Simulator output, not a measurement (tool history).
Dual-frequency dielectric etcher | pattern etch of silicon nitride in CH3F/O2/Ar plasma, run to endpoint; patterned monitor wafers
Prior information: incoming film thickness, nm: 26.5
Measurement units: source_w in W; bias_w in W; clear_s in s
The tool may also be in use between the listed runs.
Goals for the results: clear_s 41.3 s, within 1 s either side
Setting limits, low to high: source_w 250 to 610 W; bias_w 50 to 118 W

run  hour  source_w  bias_w  clear_s
  1     0       430      84   35.687
  2   8.9       410      83   36.501
  3  14.7       400      82   37.486
  4  16.6       390      82   37.539
  5  20.3       450      82   35.234
  6    22       480      82   34.097
  7  26.7       460      81   34.844
  8  33.8       440      80    35.83

5 next moves are on the table. One of them brings every result within its allowed miss. Which?
  A  40.9       330      74        ?
  B  40.9       350      86        ?
  C  40.9       390      77        ?
  D  40.9       410      71        ?
  E  40.9       400      70        ?

move  clear_s
   A   41.679
   B   38.742
   C   38.106
   D   38.133
   E   38.722
A: each result inside its tolerance
B: nearer than the last run, and not there yet
C: nearer than the last run, and not there yet
D: nearer than the last run, and not there yet
E: nearer than the last run, and not there yet
Move A is the one to make.

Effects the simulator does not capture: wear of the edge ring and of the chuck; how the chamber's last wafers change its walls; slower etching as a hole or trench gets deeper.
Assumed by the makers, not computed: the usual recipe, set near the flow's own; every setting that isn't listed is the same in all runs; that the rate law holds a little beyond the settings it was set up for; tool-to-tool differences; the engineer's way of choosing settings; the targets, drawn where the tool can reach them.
